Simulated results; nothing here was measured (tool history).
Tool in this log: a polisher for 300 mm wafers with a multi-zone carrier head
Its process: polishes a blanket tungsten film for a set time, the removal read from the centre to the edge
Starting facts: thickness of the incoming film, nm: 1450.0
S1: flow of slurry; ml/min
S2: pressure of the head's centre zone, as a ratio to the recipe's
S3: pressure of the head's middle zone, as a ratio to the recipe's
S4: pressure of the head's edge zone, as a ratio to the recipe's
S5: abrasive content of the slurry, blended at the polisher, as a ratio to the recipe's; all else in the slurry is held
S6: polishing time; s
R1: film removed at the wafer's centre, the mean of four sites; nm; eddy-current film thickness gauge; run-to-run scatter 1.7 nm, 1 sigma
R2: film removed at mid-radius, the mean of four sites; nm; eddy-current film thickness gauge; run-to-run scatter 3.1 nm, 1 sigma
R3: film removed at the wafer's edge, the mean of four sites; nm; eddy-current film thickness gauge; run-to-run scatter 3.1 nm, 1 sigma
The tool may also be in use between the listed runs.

Run 1, hour 0: S1 245 ml/min, S2 1, S3 1, S4 1, S5 1, S6 66 s. Result: R1 283.06 nm, R2 273.57 nm, R3 281.17 nm.
Run 2, hour 3.1: S1 240 ml/min, S2 1, S3 0.98, S4 0.97, S5 0.95, S6 66 s. Result: R1 278.84 nm, R2 267.02 nm, R3 268.61 nm.
Run 3, hour 6.8: S1 240 ml/min, S2 1, S3 1.05, S4 0.97, S5 0.95, S6 66 s. Result: R1 279.95 nm, R2 285.29 nm, R3 274.57 nm.
Run 4, hour 9.7: S1 235 ml/min, S2 0.99, S3 1.01, S4 0.96, S5 0.95, S6 66 s. Result: R1 274.44 nm, R2 276.1 nm, R3 271.29 nm.
Run 5, hour 16.2: S1 230 ml/min, S2 0.99, S3 0.98, S4 0.95, S5 0.9, S6 66 s. Result: R1 271.2 nm, R2 260.5 nm, R3 269.48 nm.
Run 6, hour 23.8: S1 235 ml/min, S2 0.99, S3 0.97, S4 0.93, S5 0.85, S6 66 s. Result: R1 266.74 nm, R2 259.07 nm, R3 252.51 nm.
Run 7, hour 28.6: S1 230 ml/min, S2 0.99, S3 0.95, S4 0.93, S5 0.85, S6 66 s. Result: R1 268.13 nm, R2 255.6 nm, R3 258.47 nm.
Run 8, hour 32.2: S1 230 ml/min, S2 0.99, S3 0.95, S4 0.93, S5 0.85, S6 66 s. Result: R1 267.91 nm, R2 251.98 nm, R3 259.6 nm.
Run 9, hour 37.4: S1 230 ml/min, S2 0.99, S3 0.94, S4 0.92, S5 0.85, S6 66 s. Result: R1 267.17 nm, R2 250.13 nm, R3 251.94 nm.

Estimate the outcome of run 10 from the log above:
Run 10, hour 38.8: S1 225 ml/min, S2 0.99, S3 0.93, S4 0.92, S5 0.85, S6 66 s. Result: R1 ?, R2 ?, R3 ?.

{"run 10": {"R1": 265.8, "R2": 246.91, "R3": 252.36}}

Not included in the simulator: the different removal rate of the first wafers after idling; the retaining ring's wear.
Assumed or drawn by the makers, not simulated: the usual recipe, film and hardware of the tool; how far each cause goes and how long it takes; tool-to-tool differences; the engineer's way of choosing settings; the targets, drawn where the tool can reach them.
